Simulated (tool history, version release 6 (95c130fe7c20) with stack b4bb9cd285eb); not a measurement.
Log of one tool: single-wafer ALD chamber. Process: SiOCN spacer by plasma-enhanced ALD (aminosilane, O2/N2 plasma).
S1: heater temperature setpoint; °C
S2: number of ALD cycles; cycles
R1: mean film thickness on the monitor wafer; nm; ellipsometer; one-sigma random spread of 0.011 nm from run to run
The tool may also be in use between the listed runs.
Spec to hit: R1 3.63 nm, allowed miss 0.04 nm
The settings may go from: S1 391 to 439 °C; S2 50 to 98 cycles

{"run": 1, "day": 0.0, "S1": 415, "S2": 74, "R1": 4.5593}
{"run": 2, "day": 0.1, "S1": 408, "S2": 74, "R1": 4.6576}
{"run": 3, "day": 0.162, "S1": 411, "S2": 72, "R1": 4.496}
{"run": 4, "day": 0.296, "S1": 411, "S2": 67, "R1": 4.1656}
{"run": 5, "day": 0.646, "S1": 414, "S2": 66, "R1": 4.0638}
{"run": 6, "day": 0.733, "S1": 417, "S2": 66, "R1": 4.0531}
{"run": 7, "day": 1.088, "S1": 419, "S2": 65, "R1": 3.9819}
{"run": 8, "day": 1.175, "S1": 421, "S2": 64, "R1": 3.8874}
{"run": 9, "day": 1.271, "S1": 423, "S2": 64, "R1": 3.8596}
{"run": 10, "day": 1.421, "S1": 425, "S2": 64, "R1": 3.8516}

Exactly one of the 4 candidate moves below puts every result within its allowed miss. Which one?
{"run": "A", "day": 1.571, "S1": 421, "S2": 58, "R1": "?"}
{"run": "B", "day": 1.571, "S1": 424, "S2": 68, "R1": "?"}
{"run": "C", "day": 1.571, "S1": 431, "S2": 69, "R1": "?"}
{"run": "D", "day": 1.571, "S1": 417, "S2": 59, "R1": "?"}

move=A R1=3.5187
move=B R1=4.0906
move=C R1=4.0684
move=D R1=3.6196
A: the result that was furthest off in the last run now lies on the other side of its target
B: moves away from the targets compared with the last run
C: moves away from the targets compared with the last run
D: in spec on every target
Correct choice: D, which meets every target

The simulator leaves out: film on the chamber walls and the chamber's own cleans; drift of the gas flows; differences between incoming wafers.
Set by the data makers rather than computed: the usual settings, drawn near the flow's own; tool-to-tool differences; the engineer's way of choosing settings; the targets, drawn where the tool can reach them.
